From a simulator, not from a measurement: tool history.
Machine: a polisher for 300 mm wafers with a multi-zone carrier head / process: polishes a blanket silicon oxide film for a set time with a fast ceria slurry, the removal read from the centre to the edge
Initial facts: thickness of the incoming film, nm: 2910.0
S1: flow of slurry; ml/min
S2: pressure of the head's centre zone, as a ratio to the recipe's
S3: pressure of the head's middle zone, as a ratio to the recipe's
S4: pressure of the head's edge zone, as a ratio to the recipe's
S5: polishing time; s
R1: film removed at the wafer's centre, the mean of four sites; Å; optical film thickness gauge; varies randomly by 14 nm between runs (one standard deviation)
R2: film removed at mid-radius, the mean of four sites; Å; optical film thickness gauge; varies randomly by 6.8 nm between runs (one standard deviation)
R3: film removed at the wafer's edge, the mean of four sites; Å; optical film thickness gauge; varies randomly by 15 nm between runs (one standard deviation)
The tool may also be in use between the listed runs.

run 1 hour=0.0 | S1=215 S2=1.00 S3=1.00 S4=1.00 S5=88 | R1=7741.0 R2=7745.4 R3=7947.0
run 2 hour=2.5 | S1=215 S2=1.00 S3=1.00 S4=1.02 S5=90 | R1=7893.4 R2=7941.9 R3=8196.9
run 3 hour=8.6 | S1=250 S2=1.00 S3=1.00 S4=1.02 S5=90 | R1=8058.3 R2=8047.7 R3=8044.6
run 4 hour=15.3 | S1=240 S2=1.00 S3=1.01 S4=1.03 S5=92 | R1=8277.8 R2=8309.0 R3=8738.5
run 5 hour=22.4 | S1=245 S2=1.01 S3=1.03 S4=1.04 S5=92 | R1=8291.0 R2=8407.4 R3=8480.5
run 6 hour=28.4 | S1=245 S2=1.09 S3=1.03 S4=1.04 S5=92 | R1=9007.4 R2=8361.5 R3=8556.2
-- hour=33.9 worn pad replaced by a new one
run 7 hour=33.9 | S1=235 S2=1.09 S3=1.04 S4=1.06 S5=94 | R1=10143.0 R2=9391.9 R3=9483.1
run 8 hour=37.9 | S1=225 S2=1.07 S3=1.04 S4=1.07 S5=94 | R1=9905.2 R2=9270.6 R3=9423.2
run 9 hour=43.0 | S1=220 S2=1.05 S3=1.04 S4=1.09 S5=94 | R1=9420.2 R2=9290.0 R3=9330.0

Run 10 comes next. What will it give?
run 10 hour=47.3 | S1=220 S2=1.04 S3=1.03 S4=1.10 S5=95 | R1=? R2=? R3=?

Run 10 yielded R1 9698.7 Å, R2 9312.4 Å, R3 9676.4 Å.
